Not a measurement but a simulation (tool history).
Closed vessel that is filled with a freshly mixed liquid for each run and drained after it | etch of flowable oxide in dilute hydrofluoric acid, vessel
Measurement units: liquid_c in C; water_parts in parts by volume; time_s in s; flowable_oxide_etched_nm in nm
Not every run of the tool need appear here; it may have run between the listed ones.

Run 1, hour 0.0: liquid_c 20.0 C, water_parts 55 parts by volume, time_s 155 s. Result: flowable_oxide_etched_nm 76.280 nm.
Run 2, hour 1.6: liquid_c 20.5 C, water_parts 55 parts by volume, time_s 155 s. Result: flowable_oxide_etched_nm 78.048 nm.
Run 3, hour 7.5: liquid_c 20.5 C, water_parts 35 parts by volume, time_s 155 s. Result: flowable_oxide_etched_nm 125.770 nm.
Run 4, hour 16.4: liquid_c 20.0 C, water_parts 35 parts by volume, time_s 155 s. Result: flowable_oxide_etched_nm 123.580 nm.
Run 5, hour 17.5: liquid_c 20.0 C, water_parts 35 parts by volume, time_s 155 s. Result: flowable_oxide_etched_nm 122.390 nm.
Run 6, hour 22.4: liquid_c 19.5 C, water_parts 35 parts by volume, time_s 155 s. Result: flowable_oxide_etched_nm 119.550 nm.
Run 7, hour 24.7: liquid_c 19.0 C, water_parts 35 parts by volume, time_s 155 s. Result: flowable_oxide_etched_nm 118.010 nm.

Run 8 comes next. What will it give?
Run 8, hour 26.5: liquid_c 17.0 C, water_parts 45 parts by volume, time_s 155 s. Result: flowable_oxide_etched_nm ?.

{"run 8": {"flowable_oxide_etched_nm": 82.565}}

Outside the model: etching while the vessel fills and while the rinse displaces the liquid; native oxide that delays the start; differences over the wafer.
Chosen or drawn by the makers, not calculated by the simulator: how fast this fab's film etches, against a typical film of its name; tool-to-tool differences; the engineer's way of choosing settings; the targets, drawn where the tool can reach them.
